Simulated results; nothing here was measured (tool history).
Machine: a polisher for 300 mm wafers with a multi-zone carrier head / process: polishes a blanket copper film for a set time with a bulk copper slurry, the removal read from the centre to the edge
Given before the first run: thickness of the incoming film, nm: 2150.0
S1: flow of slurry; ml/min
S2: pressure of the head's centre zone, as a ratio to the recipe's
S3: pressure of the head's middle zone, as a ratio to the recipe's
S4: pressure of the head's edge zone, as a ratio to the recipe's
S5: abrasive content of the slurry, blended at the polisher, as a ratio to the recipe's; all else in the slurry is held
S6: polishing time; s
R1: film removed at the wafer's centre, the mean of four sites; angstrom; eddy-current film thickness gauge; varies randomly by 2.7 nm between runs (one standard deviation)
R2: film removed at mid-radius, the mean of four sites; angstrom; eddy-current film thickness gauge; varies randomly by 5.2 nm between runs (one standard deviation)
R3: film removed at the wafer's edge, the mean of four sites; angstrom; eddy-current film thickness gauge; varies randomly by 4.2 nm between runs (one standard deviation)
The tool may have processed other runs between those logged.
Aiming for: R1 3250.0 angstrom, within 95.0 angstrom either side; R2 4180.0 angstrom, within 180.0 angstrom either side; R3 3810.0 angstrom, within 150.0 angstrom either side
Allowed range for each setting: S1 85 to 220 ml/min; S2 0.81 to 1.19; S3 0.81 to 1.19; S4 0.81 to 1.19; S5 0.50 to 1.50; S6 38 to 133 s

run	hour	S1	S2	S3	S4	S5	S6	R1	R2	R3
1	0.0	140	1.00	1.00	1.00	1.00	85	9341.2	8532.8	8391.8
2	8.5	165	1.00	1.00	1.00	1.00	85	9688.4	8606.2	8675.5
3	16.6	145	1.00	1.00	1.00	1.00	85	9430.0	8539.5	8415.1
4	18.8	130	0.96	1.00	0.98	0.90	74	7523.4	7039.2	7025.1
# hour 20.7: centre zone pressure recalibrated
5	20.7	130	0.96	1.00	0.98	1.10	74	7285.3	7417.2	7264.7
6	27.0	130	0.96	1.00	0.98	1.25	74	7431.7	7671.1	7421.1
7	30.3	120	0.93	1.01	0.94	1.15	66	6202.6	6848.0	6444.7
8	38.0	110	0.90	1.01	0.91	1.05	60	5328.1	5781.0	5743.4
9	45.3	105	0.88	1.05	0.89	0.95	55	4584.7	5285.3	4917.5

4 candidate next runs follow, results not yet known. Just one meets every target within its allowed miss. Identify it.
A	52.6	125	0.81	1.06	0.90	0.85	42	?	?	?
B	52.6	130	0.87	1.07	0.93	1.20	66	?	?	?
C	52.6	110	0.94	1.13	0.85	1.00	59	?	?	?
D	52.6	165	1.17	0.84	0.89	0.55	48	?	?	?

move	R1	R2	R3
A	3287.3	4153.1	3718.7
B	6045.6	7153.3	6437.9
C	5400.9	6218.1	5175.7
D	5231.8	3731.0	4000.1
A: hits every target within its allowed miss
B: further off than the last run
C: further off than the last run
D: further off than the last run
Answer: A
